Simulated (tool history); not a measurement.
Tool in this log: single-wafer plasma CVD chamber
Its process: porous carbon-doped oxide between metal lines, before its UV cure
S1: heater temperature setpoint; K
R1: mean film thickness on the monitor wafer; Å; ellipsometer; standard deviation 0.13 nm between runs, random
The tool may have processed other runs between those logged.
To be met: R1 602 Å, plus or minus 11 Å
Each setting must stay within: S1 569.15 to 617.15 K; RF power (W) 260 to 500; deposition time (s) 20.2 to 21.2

run 1 hour=0 | S1=593.15 RF_power_(W)=380 deposition_time_(s)=21.2 | R1=826.33
run 2 hour=0.6 | S1=593.15 RF_power_(W)=425 deposition_time_(s)=21.2 | R1=902.36
run 3 hour=3.5 | S1=593.15 RF_power_(W)=455 deposition_time_(s)=21.2 | R1=955.53
run 4 hour=12.3 | S1=593.15 RF_power_(W)=455 deposition_time_(s)=21.2 | R1=954.03
run 5 hour=14 | S1=593.15 RF_power_(W)=500 deposition_time_(s)=21.2 | R1=1016.4
run 6 hour=22.8 | S1=597.15 RF_power_(W)=500 deposition_time_(s)=21.2 | R1=995.92
run 7 hour=24.2 | S1=599.15 RF_power_(W)=475 deposition_time_(s)=21.1 | R1=951.18
run 8 hour=27.2 | S1=601.15 RF_power_(W)=450 deposition_time_(s)=21 | R1=900.3
run 9 hour=32.9 | S1=602.15 RF_power_(W)=430 deposition_time_(s)=20.9 | R1=860.3
run 10 hour=36.7 | S1=603.15 RF_power_(W)=410 deposition_time_(s)=20.8 | R1=823.19
run 11 hour=44.9 | S1=604.15 RF_power_(W)=395 deposition_time_(s)=20.7 | R1=791.89
run 12 hour=49.7 | S1=605.15 RF_power_(W)=380 deposition_time_(s)=20.6 | R1=758.78
run 13 hour=57.1 | S1=606.15 RF_power_(W)=370 deposition_time_(s)=20.6 | R1=737.85
run 14 hour=59.8 | S1=607.15 RF_power_(W)=360 deposition_time_(s)=20.6 | R1=715.36
run 15 hour=65.7 | S1=607.15 RF_power_(W)=360 deposition_time_(s)=20.6 | R1=716.83
run 16 hour=70.8 | S1=608.15 RF_power_(W)=355 deposition_time_(s)=20.6 | R1=707.43
run 17 hour=78.8 | S1=609.15 RF_power_(W)=350 deposition_time_(s)=20.6 | R1=696.73
run 18 hour=81.5 | S1=610.15 RF_power_(W)=345 deposition_time_(s)=20.6 | R1=684.81
run 19 hour=84.2 | S1=611.15 RF_power_(W)=340 deposition_time_(s)=20.6 | R1=672.77
run 20 hour=90.9 | S1=612.15 RF_power_(W)=335 deposition_time_(s)=20.6 | R1=661.11
run 21 hour=99.2 | S1=612.15 RF_power_(W)=330 deposition_time_(s)=20.6 | R1=652.57
run 22 hour=107.5 | S1=612.15 RF_power_(W)=325 deposition_time_(s)=20.6 | R1=644.86
run 23 hour=112.7 | S1=614.15 RF_power_(W)=315 deposition_time_(s)=20.6 | R1=623.13
run 24 hour=121.6 | S1=614.15 RF_power_(W)=315 deposition_time_(s)=20.6 | R1=622.56

Below are 4 possible settings for the next run. Only one of them brings all results inside the allowed miss of their targets. Which is it?
run A hour=130.5 | S1=617.15 RF_power_(W)=315 deposition_time_(s)=20.2 | R1=?
run B hour=130.5 | S1=614.15 RF_power_(W)=310 deposition_time_(s)=20.9 | R1=?
run C hour=130.5 | S1=614.15 RF_power_(W)=320 deposition_time_(s)=21.2 | R1=?
run D hour=130.5 | S1=612.15 RF_power_(W)=315 deposition_time_(s)=20.4 | R1=?

move=A R1=599.76
move=B R1=618.78
move=C R1=644.95
move=D R1=618.26
A: all results in spec
B: nearer than the last run, and not there yet
C: the biggest miss grows against the last run
D: nearer than the last run, and not there yet
Correct choice: A, which meets every target
